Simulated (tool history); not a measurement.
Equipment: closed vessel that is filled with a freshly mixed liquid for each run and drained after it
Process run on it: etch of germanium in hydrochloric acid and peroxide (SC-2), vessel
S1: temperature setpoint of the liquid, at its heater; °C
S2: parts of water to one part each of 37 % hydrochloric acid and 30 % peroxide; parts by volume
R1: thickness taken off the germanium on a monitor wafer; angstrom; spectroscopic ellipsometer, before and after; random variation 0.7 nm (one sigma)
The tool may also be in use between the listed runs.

run 1 day=0.000 | S1=46.0 S2=6.0 time_in_the_liquid_(s)=105 | R1=2132.3
run 2 day=0.329 | S1=50.0 S2=6.0 time_in_the_liquid_(s)=105 | R1=2410.3
run 3 day=0.392 | S1=50.0 S2=6.0 time_in_the_liquid_(s)=110 | R1=2547.6
run 4 day=0.679 | S1=47.5 S2=6.0 time_in_the_liquid_(s)=110 | R1=2355.0
run 5 day=1.046 | S1=47.5 S2=7.5 time_in_the_liquid_(s)=110 | R1=2295.3
run 6 day=1.071 | S1=47.5 S2=7.5 time_in_the_liquid_(s)=110 | R1=2327.7
run 7 day=1.167 | S1=45.5 S2=7.5 time_in_the_liquid_(s)=110 | R1=2164.5

Forecast run 8:
run 8 day=1.371 | S1=44.0 S2=7.5 time_in_the_liquid_(s)=110 | R1=?

{"run 8": {"R1": 2061.6}}
